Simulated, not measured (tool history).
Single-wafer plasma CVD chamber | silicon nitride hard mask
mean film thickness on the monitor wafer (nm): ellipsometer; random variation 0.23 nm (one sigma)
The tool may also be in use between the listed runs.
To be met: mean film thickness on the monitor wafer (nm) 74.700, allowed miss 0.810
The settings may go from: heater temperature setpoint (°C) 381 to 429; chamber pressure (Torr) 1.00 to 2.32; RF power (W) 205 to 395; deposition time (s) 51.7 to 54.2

run,hour,heater temperature setpoint (°C),chamber pressure (Torr),RF power (W),deposition time (s),mean film thickness on the monitor wafer (nm)
1,0.0,405,1.66,300,54.2,67.559
2,4.1,405,1.50,300,54.2,65.775
3,5.3,405,1.63,300,54.2,67.149
4,11.8,405,1.63,300,54.2,67.217
5,17.5,405,1.63,300,54.2,66.966
6,24.4,405,1.75,300,54.2,68.306
7,29.7,405,1.85,300,54.2,69.274
8,36.2,405,1.93,300,54.2,69.837
9,45.0,405,2.00,300,54.2,71.210
10,47.0,405,2.05,300,54.2,70.783
11,48.2,405,2.10,300,54.2,71.418
12,51.2,405,2.14,300,54.2,72.023
13,55.9,405,2.17,300,54.2,72.485
14,58.7,405,2.20,300,54.2,72.689
15,63.5,405,2.22,300,54.2,72.279
16,66.1,405,2.24,300,54.2,72.603

5 next moves are on the table. One of them brings every result within its allowed miss. Which?
A,68.7,404,2.30,295,53.7,?
B,68.7,403,2.23,290,53.4,?
C,68.7,425,2.32,315,53.4,?
D,68.7,396,2.31,295,53.6,?
E,68.7,407,2.29,315,51.7,?

move,mean film thickness on the monitor wafer (nm)
A,71.913
B,69.906
C,75.347
D,72.071
E,73.238
A: further off than the last run
B: further off than the last run
C: meets every target
D: further off than the last run
E: nearer than the last run, and not there yet
Move C is the one to make.

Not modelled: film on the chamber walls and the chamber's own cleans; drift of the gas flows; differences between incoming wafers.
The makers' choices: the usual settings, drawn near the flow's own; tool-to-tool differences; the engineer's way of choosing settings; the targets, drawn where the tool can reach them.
